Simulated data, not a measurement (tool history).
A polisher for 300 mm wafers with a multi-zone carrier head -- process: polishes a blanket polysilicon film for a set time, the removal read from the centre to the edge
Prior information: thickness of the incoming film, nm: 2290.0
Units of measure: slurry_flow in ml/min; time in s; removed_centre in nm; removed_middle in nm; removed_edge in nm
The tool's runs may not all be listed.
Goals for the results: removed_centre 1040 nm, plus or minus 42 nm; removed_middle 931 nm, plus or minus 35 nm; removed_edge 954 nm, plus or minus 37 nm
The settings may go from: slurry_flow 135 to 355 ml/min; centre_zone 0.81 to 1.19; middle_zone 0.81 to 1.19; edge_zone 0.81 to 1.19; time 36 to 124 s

Run 1, day 0: slurry_flow 225 ml/min, centre_zone 1, middle_zone 1, edge_zone 1, time 79 s. Result: removed_centre 715.62 nm, removed_middle 708.9 nm, removed_edge 686.38 nm.
Run 2, day 0.133: slurry_flow 225 ml/min, centre_zone 1, middle_zone 1, edge_zone 1.03, time 79 s. Result: removed_centre 715.74 nm, removed_middle 719.54 nm, removed_edge 702.79 nm.
Run 3, day 0.412: slurry_flow 225 ml/min, centre_zone 1.05, middle_zone 1, edge_zone 1.03, time 79 s. Result: removed_centre 738.04 nm, removed_middle 709.24 nm, removed_edge 694.35 nm.
Run 4, day 0.625: slurry_flow 225 ml/min, centre_zone 1.05, middle_zone 1.06, edge_zone 1.03, time 79 s. Result: removed_centre 748.1 nm, removed_middle 738.73 nm, removed_edge 694.25 nm.
Run 5, day 0.696: slurry_flow 225 ml/min, centre_zone 1.05, middle_zone 1.06, edge_zone 1.03, time 87 s. Result: removed_centre 828.33 nm, removed_middle 825.53 nm, removed_edge 768.58 nm.
Run 6, day 1.071: slurry_flow 270 ml/min, centre_zone 1.05, middle_zone 1.06, edge_zone 1.03, time 87 s. Result: removed_centre 828.1 nm, removed_middle 826.76 nm, removed_edge 786.35 nm.
Run 7, day 1.192: slurry_flow 270 ml/min, centre_zone 1.06, middle_zone 1.06, edge_zone 1.04, time 88 s. Result: removed_centre 852.45 nm, removed_middle 840.35 nm, removed_edge 767.84 nm.
Run 8, day 1.517: slurry_flow 265 ml/min, centre_zone 1.06, middle_zone 1.04, edge_zone 1.04, time 90 s. Result: removed_centre 872.62 nm, removed_middle 819.12 nm, removed_edge 812.47 nm.
Run 9, day 1.588: slurry_flow 265 ml/min, centre_zone 1.06, middle_zone 1.04, edge_zone 1.05, time 91 s. Result: removed_centre 863.05 nm, removed_middle 838.11 nm, removed_edge 834.8 nm.

Which one of the following 5 next-run settings gets every result inside its allowed miss? There is exactly one.
Run A, day 1.658: slurry_flow 295 ml/min, centre_zone 1.05, middle_zone 0.91, edge_zone 0.96, time 109 s. Result: removed_centre ?, removed_middle ?, removed_edge ?.
Run B, day 1.658: slurry_flow 280 ml/min, centre_zone 0.93, middle_zone 0.98, edge_zone 1.16, time 112 s. Result: removed_centre ?, removed_middle ?, removed_edge ?.
Run C, day 1.658: slurry_flow 285 ml/min, centre_zone 0.98, middle_zone 1.09, edge_zone 1.02, time 106 s. Result: removed_centre ?, removed_middle ?, removed_edge ?.
Run D, day 1.658: slurry_flow 245 ml/min, centre_zone 0.95, middle_zone 1.1, edge_zone 1.16, time 107 s. Result: removed_centre ?, removed_middle ?, removed_edge ?.
Run E, day 1.658: slurry_flow 290 ml/min, centre_zone 0.91, middle_zone 1.01, edge_zone 1.15, time 111 s. Result: removed_centre ?, removed_middle ?, removed_edge ?.

move  removed_centre  removed_middle  removed_edge
   A          1057.2          931.77        951.46
   B           978.4            1007        1069.9
   C          968.96          1033.2        948.81
   D          941.43          1038.4          1013
   E          955.42          1023.3        1057.3
A: each result inside its tolerance
B: nearer than the last run, and not there yet
C: nearer than the last run, and not there yet
D: nearer than the last run, and not there yet
E: nearer than the last run, and not there yet
The right move is A.
